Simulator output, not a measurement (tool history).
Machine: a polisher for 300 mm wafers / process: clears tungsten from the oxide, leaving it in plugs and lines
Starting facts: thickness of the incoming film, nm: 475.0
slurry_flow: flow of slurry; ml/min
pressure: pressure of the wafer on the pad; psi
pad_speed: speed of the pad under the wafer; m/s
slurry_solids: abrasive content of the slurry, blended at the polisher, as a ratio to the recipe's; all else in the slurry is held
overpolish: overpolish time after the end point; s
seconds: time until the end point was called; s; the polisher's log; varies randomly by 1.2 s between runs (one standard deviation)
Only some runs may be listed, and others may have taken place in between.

run	hour	slurry_flow	pressure	pad_speed	slurry_solids	overpolish	seconds
1	0.0	130	4.0	0.92	1.0	8	118.43
2	0.8	130	4.0	0.92	1.2	8	113.05
3	8.8	125	3.8	0.92	1.2	8	117.77
4	14.5	125	3.8	0.92	1.0	8	127.82
5	19.6	125	4.2	0.92	1.0	8	112.64
6	26.0	110	4.2	0.92	1.0	8	117.79
7	31.3	105	4.1	0.92	1.0	8	121.45
8	39.8	100	4.0	0.92	1.0	8	126.04
9	46.6	95	3.9	0.92	1.0	8	131.80

Expected results for the next run?
10	52.1	90	3.9	0.92	1.0	8	?

{"run 10": {"seconds": 132.8}}

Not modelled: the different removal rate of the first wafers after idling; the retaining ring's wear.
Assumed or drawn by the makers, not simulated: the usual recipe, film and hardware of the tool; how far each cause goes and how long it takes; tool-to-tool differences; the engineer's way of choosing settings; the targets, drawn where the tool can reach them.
